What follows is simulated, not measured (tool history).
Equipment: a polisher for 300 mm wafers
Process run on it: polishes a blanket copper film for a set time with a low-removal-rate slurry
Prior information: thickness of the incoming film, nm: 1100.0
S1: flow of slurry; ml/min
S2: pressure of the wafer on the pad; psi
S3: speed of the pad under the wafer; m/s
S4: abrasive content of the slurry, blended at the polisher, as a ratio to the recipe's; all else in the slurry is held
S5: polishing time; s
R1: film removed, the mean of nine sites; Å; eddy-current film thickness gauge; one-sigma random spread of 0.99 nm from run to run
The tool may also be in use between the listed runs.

run    day   S1   S2    S3    S4  S5      R1
  1      0  145  2.6  0.88     1  86  1827.9
  2  0.233  145  2.6  0.72     1  86  1604.6
  3  0.288  140  2.4  0.72     1  86  1480.4
  4  0.392  120  2.4  0.72     1  86  1471.2
  5  0.508  120  2.6  0.72     1  86  1550.2
  6  0.662  120  2.6  0.72  1.15  86  1628.9

Run 7 comes next. What will it give?
  7  0.746  120  2.3  0.72  1.15  86   ?

R1: 1436 Å
